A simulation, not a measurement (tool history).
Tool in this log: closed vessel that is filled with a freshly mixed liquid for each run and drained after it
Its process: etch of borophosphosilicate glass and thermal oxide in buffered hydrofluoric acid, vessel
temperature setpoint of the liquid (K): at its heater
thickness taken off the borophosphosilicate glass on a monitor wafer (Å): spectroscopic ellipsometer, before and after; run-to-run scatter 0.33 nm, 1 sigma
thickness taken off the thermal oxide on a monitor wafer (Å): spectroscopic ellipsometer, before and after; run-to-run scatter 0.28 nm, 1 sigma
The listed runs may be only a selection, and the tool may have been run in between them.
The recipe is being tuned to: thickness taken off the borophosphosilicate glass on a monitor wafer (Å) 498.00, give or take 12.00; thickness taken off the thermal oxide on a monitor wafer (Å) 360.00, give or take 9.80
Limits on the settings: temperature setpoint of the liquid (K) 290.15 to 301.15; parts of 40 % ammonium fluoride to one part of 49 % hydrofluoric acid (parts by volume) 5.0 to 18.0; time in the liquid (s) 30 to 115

run	hour	temperature setpoint of the liquid (K)	parts of 40 % ammonium fluoride to one part of 49 % hydrofluoric acid (parts by volume)	time in the liquid (s)	thickness taken off the borophosphosilicate glass on a monitor wafer (Å)	thickness taken off the thermal oxide on a monitor wafer (Å)
1	0.0	293.15	11.0	60	739.08	544.34
2	8.4	290.15	11.0	60	632.96	450.22
3	14.5	290.15	11.5	60	598.97	433.24
4	17.7	290.15	11.5	60	605.54	439.75
5	23.4	291.65	11.5	60	650.89	469.00
6	31.6	291.65	12.0	60	626.59	450.82
7	38.8	291.65	12.5	60	602.60	437.51
8	40.1	290.65	13.5	60	531.34	386.16

Below are 4 possible settings for the next run. Only one of them brings all results inside the allowed miss of their targets. Which is it?
A	41.4	292.15	11.0	45	?	?
B	41.4	293.65	14.0	50	?	?
C	41.4	291.65	13.5	60	?	?
D	41.4	291.65	14.5	55	?	?

move	thickness taken off the borophosphosilicate glass on a monitor wafer (Å)	thickness taken off the thermal oxide on a monitor wafer (Å)
A	527.20	379.59
B	501.90	362.31
C	558.65	402.64
D	477.19	344.07
A: better than the last run, though not everything is in spec
B: every result within its allowed miss
C: moves away from the targets compared with the last run
D: moves the result that the last run missed by most past its target, out the other side
Move B is the one to make.
